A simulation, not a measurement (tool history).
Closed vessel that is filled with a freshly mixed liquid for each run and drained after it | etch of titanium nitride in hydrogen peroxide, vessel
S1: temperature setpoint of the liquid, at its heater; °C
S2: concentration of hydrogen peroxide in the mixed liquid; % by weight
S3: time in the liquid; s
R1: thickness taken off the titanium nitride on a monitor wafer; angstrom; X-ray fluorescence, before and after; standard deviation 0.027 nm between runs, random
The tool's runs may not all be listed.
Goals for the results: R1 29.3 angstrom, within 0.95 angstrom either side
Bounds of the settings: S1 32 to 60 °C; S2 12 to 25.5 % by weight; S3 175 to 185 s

Run 1, hour 0: S1 44 °C, S2 17.5 % by weight, S3 175 s. Result: R1 76.332 angstrom.
Run 2, hour 2.7: S1 44 °C, S2 15.5 % by weight, S3 175 s. Result: R1 73.921 angstrom.
Run 3, hour 7.8: S1 42.5 °C, S2 15.5 % by weight, S3 175 s. Result: R1 65.918 angstrom.
Run 4, hour 16: S1 36.5 °C, S2 15.5 % by weight, S3 175 s. Result: R1 41.651 angstrom.
Run 5, hour 20.4: S1 36 °C, S2 15.5 % by weight, S3 175 s. Result: R1 39.972 angstrom.
Run 6, hour 25.2: S1 36 °C, S2 15.5 % by weight, S3 185 s. Result: R1 42.08 angstrom.
Run 7, hour 26.7: S1 35.5 °C, S2 15.5 % by weight, S3 185 s. Result: R1 40.39 angstrom.
Run 8, hour 32.5: S1 35 °C, S2 15.5 % by weight, S3 185 s. Result: R1 39.392 angstrom.
Run 9, hour 36.1: S1 34.5 °C, S2 15.5 % by weight, S3 185 s. Result: R1 37.049 angstrom.
Run 10, hour 39.3: S1 34 °C, S2 15.5 % by weight, S3 185 s. Result: R1 36.21 angstrom.
Run 11, hour 47.1: S1 33 °C, S2 15 % by weight, S3 180 s. Result: R1 32.373 angstrom.
Run 12, hour 48.8: S1 32.5 °C, S2 15 % by weight, S3 180 s. Result: R1 31.114 angstrom.

Which one of the following 4 next-run settings gets every result inside its allowed miss? There is exactly one.
Run A, hour 50.5: S1 32 °C, S2 13.5 % by weight, S3 180 s. Result: R1 ?.
Run B, hour 50.5: S1 32.5 °C, S2 20 % by weight, S3 175 s. Result: R1 ?.
Run C, hour 50.5: S1 33 °C, S2 16.5 % by weight, S3 180 s. Result: R1 ?.
Run D, hour 50.5: S1 34 °C, S2 13 % by weight, S3 175 s. Result: R1 ?.

move      R1
   A  29.373
   B  32.315
   C  33.217
   D   33.28
A: every result within its allowed miss
B: misses by more than the last run did
C: misses by more than the last run did
D: misses by more than the last run did
The move that meets every target is A.
